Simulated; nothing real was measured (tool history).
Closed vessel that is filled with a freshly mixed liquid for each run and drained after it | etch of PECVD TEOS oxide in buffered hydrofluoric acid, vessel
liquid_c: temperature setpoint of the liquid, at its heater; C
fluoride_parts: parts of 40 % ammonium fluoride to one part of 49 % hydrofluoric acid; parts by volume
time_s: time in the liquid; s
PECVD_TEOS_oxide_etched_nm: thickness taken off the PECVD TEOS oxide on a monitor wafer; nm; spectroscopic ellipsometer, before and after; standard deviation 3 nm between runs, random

run  hour  liquid_c  fluoride_parts  time_s  PECVD_TEOS_oxide_etched_nm
  1     0        22              12     100                      253.49
  2   6.3        23              11     100                      289.74
  3   8.4      19.5              11     100                      239.95
  4  16.8      19.5            12.5     100                      213.29
  5  24.1        21            11.5     100                      249.11
  6  32.2        21              14     100                      206.29
  7  35.6      22.5            12.5     100                      250.28
  8  40.5      23.5            11.5     100                      287.83
  9  48.8      24.5            10.5     100                      332.27
 10  52.3      25.5              10     100                      365.63
 11  58.6        26             9.5     100                      389.03
 12    60      26.5               9     100                      411.25
 13  62.3        27             8.5     100                      455.32
 14  66.3      27.5             8.5     100                      461.86
 15  73.7        28               8     100                      505.92
 16  75.5        28               8     100                      506.22

What will run 17 give?
 17  79.5      28.5               8     100                           ?

{"run 17": {"PECVD_TEOS_oxide_etched_nm": 521.47}}
